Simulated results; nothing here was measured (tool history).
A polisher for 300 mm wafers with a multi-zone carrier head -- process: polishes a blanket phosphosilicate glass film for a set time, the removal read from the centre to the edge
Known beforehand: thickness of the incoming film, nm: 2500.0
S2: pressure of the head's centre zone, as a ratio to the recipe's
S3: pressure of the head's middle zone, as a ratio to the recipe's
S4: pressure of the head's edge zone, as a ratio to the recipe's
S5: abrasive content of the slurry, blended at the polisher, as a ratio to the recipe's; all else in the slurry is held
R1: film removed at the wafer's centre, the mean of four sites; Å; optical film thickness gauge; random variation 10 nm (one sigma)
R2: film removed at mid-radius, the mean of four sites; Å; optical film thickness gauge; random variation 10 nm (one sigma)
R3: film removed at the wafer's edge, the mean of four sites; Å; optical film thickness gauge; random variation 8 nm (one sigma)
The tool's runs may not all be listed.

{"run": 1, "hour": 0.0, "flow of slurry (ml/min)": 315, "S2": 1.0, "S3": 1.0, "S4": 1.0, "S5": 1.0, "polishing time (s)": 64, "R1": 6397.4, "R2": 6436.8, "R3": 6425.6}
{"run": 2, "hour": 7.1, "flow of slurry (ml/min)": 315, "S2": 1.02, "S3": 1.0, "S4": 1.02, "S5": 1.05, "polishing time (s)": 64, "R1": 6737.3, "R2": 6768.5, "R3": 6686.0}
{"run": 3, "hour": 11.7, "flow of slurry (ml/min)": 315, "S2": 1.02, "S3": 1.0, "S4": 0.94, "S5": 1.05, "polishing time (s)": 64, "R1": 6718.2, "R2": 6826.3, "R3": 6428.8}
{"run": 4, "hour": 20.1, "flow of slurry (ml/min)": 240, "S2": 1.02, "S3": 1.0, "S4": 0.94, "S5": 1.05, "polishing time (s)": 64, "R1": 6515.4, "R2": 6557.6, "R3": 6185.2}
{"run": 5, "hour": 24.9, "flow of slurry (ml/min)": 240, "S2": 1.02, "S3": 1.04, "S4": 0.94, "S5": 1.05, "polishing time (s)": 64, "R1": 6442.4, "R2": 6787.4, "R3": 6261.6}
{"run": 6, "hour": 31.6, "flow of slurry (ml/min)": 240, "S2": 0.95, "S3": 1.04, "S4": 0.94, "S5": 1.05, "polishing time (s)": 64, "R1": 6178.8, "R2": 6936.7, "R3": 6268.5}
{"run": 7, "hour": 35.8, "flow of slurry (ml/min)": 250, "S2": 0.98, "S3": 1.03, "S4": 0.96, "S5": 1.1, "polishing time (s)": 64, "R1": 6475.1, "R2": 6941.6, "R3": 6610.9}
{"run": 8, "hour": 40.1, "flow of slurry (ml/min)": 275, "S2": 1.08, "S3": 1.05, "S4": 1.03, "S5": 1.3, "polishing time (s)": 65, "R1": 7739.6, "R2": 7791.4, "R3": 7345.0}
{"run": 9, "hour": 46.4, "flow of slurry (ml/min)": 280, "S2": 1.09, "S3": 1.04, "S4": 1.04, "S5": 1.3, "polishing time (s)": 65, "R1": 7680.9, "R2": 7618.2, "R3": 7490.1}
{"run": 10, "hour": 52.4, "flow of slurry (ml/min)": 285, "S2": 1.1, "S3": 1.03, "S4": 1.04, "S5": 1.3, "polishing time (s)": 65, "R1": 7830.6, "R2": 7693.6, "R3": 7405.8}
{"run": 11, "hour": 57.4, "flow of slurry (ml/min)": 290, "S2": 1.11, "S3": 1.02, "S4": 1.05, "S5": 1.3, "polishing time (s)": 65, "R1": 7906.0, "R2": 7714.1, "R3": 7339.1}
{"run": 12, "hour": 62.7, "flow of slurry (ml/min)": 290, "S2": 1.11, "S3": 1.02, "S4": 1.05, "S5": 1.3, "polishing time (s)": 65, "R1": 7796.4, "R2": 7686.2, "R3": 7369.5}

Forecast run 13:
{"run": 13, "hour": 66.7, "flow of slurry (ml/min)": 300, "S2": 1.12, "S3": 1.0, "S4": 1.07, "S5": 1.3, "polishing time (s)": 65, "R1": "?", "R2": "?", "R3": "?"}

{"run 13": {"R1": 8026.6, "R2": 7526.7, "R3": 7693.0}}
